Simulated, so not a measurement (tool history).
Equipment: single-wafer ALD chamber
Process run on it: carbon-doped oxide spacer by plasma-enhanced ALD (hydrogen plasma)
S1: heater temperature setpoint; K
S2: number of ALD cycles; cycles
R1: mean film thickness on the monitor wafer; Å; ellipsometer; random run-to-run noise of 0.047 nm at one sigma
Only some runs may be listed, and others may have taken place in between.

Run 1, hour 0.0: S1 693.15 K, S2 324 cycles. Result: R1 142.88 Å.
Run 2, hour 8.9: S1 697.15 K, S2 324 cycles. Result: R1 141.74 Å.
Run 3, hour 13.6: S1 697.15 K, S2 365 cycles. Result: R1 157.30 Å.
Run 4, hour 15.5: S1 697.15 K, S2 327 cycles. Result: R1 142.45 Å.
Run 5, hour 18.0: S1 700.15 K, S2 309 cycles. Result: R1 133.98 Å.
Run 6, hour 22.1: S1 695.15 K, S2 309 cycles. Result: R1 135.13 Å.
Run 7, hour 31.0: S1 697.15 K, S2 295 cycles. Result: R1 128.77 Å.

Run 8 has not been measured yet. What should we expect?
Run 8, hour 36.7: S1 709.15 K, S2 246 cycles. Result: R1 ?.

{"run 8": {"R1": 103.9}}
